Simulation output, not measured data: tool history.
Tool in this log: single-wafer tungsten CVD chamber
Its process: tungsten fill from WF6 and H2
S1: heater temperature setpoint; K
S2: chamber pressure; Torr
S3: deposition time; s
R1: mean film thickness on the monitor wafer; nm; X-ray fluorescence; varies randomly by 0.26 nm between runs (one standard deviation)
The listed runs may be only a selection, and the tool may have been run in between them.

run,hour,S1,S2,S3,R1
1,0.0,658.15,40.7,28.4,73.879
2,1.5,658.15,40.7,27.1,70.456
3,4.2,667.15,40.7,27.1,87.040
4,9.8,658.15,40.4,27.1,70.265
5,18.6,652.15,40.2,27.1,61.284
6,22.2,656.15,40.2,27.1,67.127
7,25.7,650.15,40.0,27.1,58.061
8,34.2,646.15,39.9,27.1,52.355

Forecast run 9:
9,35.4,637.15,39.6,27.1,?

{"run 9": {"R1": 41.948}}
